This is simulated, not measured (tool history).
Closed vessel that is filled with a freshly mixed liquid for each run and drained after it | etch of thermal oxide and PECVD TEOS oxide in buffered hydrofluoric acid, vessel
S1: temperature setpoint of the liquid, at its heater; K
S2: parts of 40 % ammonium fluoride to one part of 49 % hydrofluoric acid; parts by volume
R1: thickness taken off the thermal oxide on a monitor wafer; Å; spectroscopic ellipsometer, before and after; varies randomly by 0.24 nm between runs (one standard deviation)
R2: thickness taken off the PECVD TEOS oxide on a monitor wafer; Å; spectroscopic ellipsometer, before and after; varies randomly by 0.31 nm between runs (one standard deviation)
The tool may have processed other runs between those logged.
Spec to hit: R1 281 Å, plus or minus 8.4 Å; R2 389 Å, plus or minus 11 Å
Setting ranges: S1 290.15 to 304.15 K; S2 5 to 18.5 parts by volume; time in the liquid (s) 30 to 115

{"run": 1, "hour": 0.0, "S1": 296.15, "S2": 11.5, "time in the liquid (s)": 60, "R1": 519.22, "R2": 712.49}
{"run": 2, "hour": 2.6, "S1": 294.15, "S2": 12.5, "time in the liquid (s)": 60, "R1": 422.08, "R2": 586.39}
{"run": 3, "hour": 10.0, "S1": 296.15, "S2": 12.5, "time in the liquid (s)": 60, "R1": 475.87, "R2": 658.31}
{"run": 4, "hour": 17.0, "S1": 296.15, "S2": 15.5, "time in the liquid (s)": 60, "R1": 384.53, "R2": 531.33}
{"run": 5, "hour": 22.2, "S1": 296.15, "S2": 15.5, "time in the liquid (s)": 70, "R1": 447.9, "R2": 624.07}
{"run": 6, "hour": 24.0, "S1": 294.15, "S2": 15.5, "time in the liquid (s)": 70, "R1": 404.42, "R2": 559.19}
{"run": 7, "hour": 25.6, "S1": 293.15, "S2": 16, "time in the liquid (s)": 70, "R1": 368.73, "R2": 501.92}
{"run": 8, "hour": 26.7, "S1": 292.15, "S2": 16.5, "time in the liquid (s)": 70, "R1": 337.11, "R2": 466.37}
{"run": 9, "hour": 33.1, "S1": 291.65, "S2": 17, "time in the liquid (s)": 70, "R1": 316.55, "R2": 436.99}
{"run": 10, "hour": 37.1, "S1": 291.15, "S2": 17, "time in the liquid (s)": 70, "R1": 307.45, "R2": 424.61}
{"run": 11, "hour": 39.1, "S1": 290.65, "S2": 17, "time in the liquid (s)": 70, "R1": 296.76, "R2": 420.04}
{"run": 12, "hour": 41.6, "S1": 290.65, "S2": 17.5, "time in the liquid (s)": 70, "R1": 289.16, "R2": 402.88}
{"hour": 43.2, "done": "hydrofluoric acid flow meter replaced"}
{"run": 13, "hour": 43.2, "S1": 290.15, "S2": 17.5, "time in the liquid (s)": 70, "R1": 312.5, "R2": 435.65}
{"run": 14, "hour": 48.7, "S1": 290.15, "S2": 18, "time in the liquid (s)": 70, "R1": 301.31, "R2": 417.7}
{"run": 15, "hour": 53.8, "S1": 290.15, "S2": 18.5, "time in the liquid (s)": 70, "R1": 292.34, "R2": 411.02}

Exercise: of the 4 proposed moves below, exactly one satisfies all targets within the stated allowed misses. Which move is it?
{"run": "A", "hour": 58.9, "S1": 291.65, "S2": 18.5, "time in the liquid (s)": 65, "R1": "?", "R2": "?"}
{"run": "B", "hour": 58.9, "S1": 290.15, "S2": 17, "time in the liquid (s)": 65, "R1": "?", "R2": "?"}
{"run": "C", "hour": 58.9, "S1": 292.15, "S2": 18.5, "time in the liquid (s)": 55, "R1": "?", "R2": "?"}
{"run": "D", "hour": 58.9, "S1": 290.15, "S2": 8, "time in the liquid (s)": 30, "R1": "?", "R2": "?"}

move=A R1=299.99 R2=415.37
move=B R1=299.41 R2=414.57
move=C R1=261.12 R2=361.56
move=D R1=282.41 R2=391.03
A: misses by more than the last run did
B: misses by more than the last run did
C: carries the result that was furthest off beyond its target, to the other side
D: in spec on every target
The move that meets every target is D.

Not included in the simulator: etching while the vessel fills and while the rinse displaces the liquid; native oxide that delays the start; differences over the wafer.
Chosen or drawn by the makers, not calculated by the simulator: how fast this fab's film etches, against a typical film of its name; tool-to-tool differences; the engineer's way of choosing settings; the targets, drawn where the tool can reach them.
